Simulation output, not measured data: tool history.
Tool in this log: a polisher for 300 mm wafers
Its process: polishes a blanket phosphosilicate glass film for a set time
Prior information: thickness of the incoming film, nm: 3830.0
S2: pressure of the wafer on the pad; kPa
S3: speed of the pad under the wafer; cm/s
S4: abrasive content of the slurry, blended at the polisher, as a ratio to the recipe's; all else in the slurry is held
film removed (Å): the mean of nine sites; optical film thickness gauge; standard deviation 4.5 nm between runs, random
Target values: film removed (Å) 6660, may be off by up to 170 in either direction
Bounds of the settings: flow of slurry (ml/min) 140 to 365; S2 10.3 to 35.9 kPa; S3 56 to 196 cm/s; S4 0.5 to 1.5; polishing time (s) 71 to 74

Run 1, hour 0: flow of slurry (ml/min) 235, S2 22.8 kPa, S3 126 cm/s, S4 1, polishing time (s) 71. Result: film removed (Å) 9174.7.
Run 2, hour 3.4: flow of slurry (ml/min) 235, S2 22.1 kPa, S3 126 cm/s, S4 1, polishing time (s) 71. Result: film removed (Å) 8693.5.
Run 3, hour 8.9: flow of slurry (ml/min) 180, S2 22.1 kPa, S3 126 cm/s, S4 1, polishing time (s) 71. Result: film removed (Å) 8590.1.
Run 4, hour 10.1: flow of slurry (ml/min) 180, S2 21.4 kPa, S3 126 cm/s, S4 1, polishing time (s) 71. Result: film removed (Å) 8304.7.
Run 5, hour 16.9: flow of slurry (ml/min) 180, S2 24.8 kPa, S3 126 cm/s, S4 1, polishing time (s) 71. Result: film removed (Å) 9601.
Run 6, hour 22.4: flow of slurry (ml/min) 180, S2 24.8 kPa, S3 126 cm/s, S4 1, polishing time (s) 74. Result: film removed (Å) 9977.
Run 7, hour 28.9: flow of slurry (ml/min) 180, S2 24.8 kPa, S3 126 cm/s, S4 1, polishing time (s) 74. Result: film removed (Å) 9990.8.
Run 8, hour 37.7: flow of slurry (ml/min) 175, S2 17.9 kPa, S3 124 cm/s, S4 1, polishing time (s) 74. Result: film removed (Å) 7119.1.
Run 9, hour 40.3: flow of slurry (ml/min) 165, S2 17.2 kPa, S3 124 cm/s, S4 1, polishing time (s) 74. Result: film removed (Å) 6788.1.

Next run, 4 choices. One meets every target within its allowed miss, the rest don't. Which?
Run A, hour 42.9: flow of slurry (ml/min) 175, S2 22.1 kPa, S3 96 cm/s, S4 0.85, polishing time (s) 73. Result: film removed (Å) ?.
Run B, hour 42.9: flow of slurry (ml/min) 180, S2 15.9 kPa, S3 140 cm/s, S4 1.05, polishing time (s) 74. Result: film removed (Å) ?.
Run C, hour 42.9: flow of slurry (ml/min) 145, S2 19.3 kPa, S3 114 cm/s, S4 1.1, polishing time (s) 74. Result: film removed (Å) ?.
Run D, hour 42.9: flow of slurry (ml/min) 205, S2 17.9 kPa, S3 122 cm/s, S4 0.95, polishing time (s) 73. Result: film removed (Å) ?.

move  film removed (Å)
   A            6617.1
   B            7076.6
   C            7137.4
   D            6928.2
A: all results land within tolerance of their targets
B: misses by more than the last run did
C: misses by more than the last run did
D: misses by more than the last run did
Answer: A
